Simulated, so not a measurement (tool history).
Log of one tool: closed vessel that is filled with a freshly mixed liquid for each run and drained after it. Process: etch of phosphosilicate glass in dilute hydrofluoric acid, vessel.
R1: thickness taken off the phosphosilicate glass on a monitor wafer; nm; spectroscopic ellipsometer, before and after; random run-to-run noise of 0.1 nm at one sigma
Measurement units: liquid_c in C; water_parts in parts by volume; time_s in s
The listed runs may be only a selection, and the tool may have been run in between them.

{"run": 1, "hour": 0.0, "liquid_c": 24.0, "water_parts": 165, "time_s": 30, "R1": 9.5834}
{"run": 2, "hour": 3.4, "liquid_c": 26.0, "water_parts": 165, "time_s": 30, "R1": 10.107}
{"run": 3, "hour": 8.1, "liquid_c": 26.0, "water_parts": 165, "time_s": 30, "R1": 10.167}
{"run": 4, "hour": 9.3, "liquid_c": 28.0, "water_parts": 165, "time_s": 30, "R1": 11.106}
{"run": 5, "hour": 12.5, "liquid_c": 28.5, "water_parts": 165, "time_s": 30, "R1": 11.155}
{"run": 6, "hour": 18.9, "liquid_c": 28.5, "water_parts": 165, "time_s": 30, "R1": 11.185}
{"run": 7, "hour": 25.2, "liquid_c": 29.0, "water_parts": 165, "time_s": 30, "R1": 11.413}

Run 8 has not been measured yet. What should we expect?
{"run": 8, "hour": 27.1, "liquid_c": 29.5, "water_parts": 165, "time_s": 30, "R1": "?"}

Logged for run 8: R1 11.3510 nm.
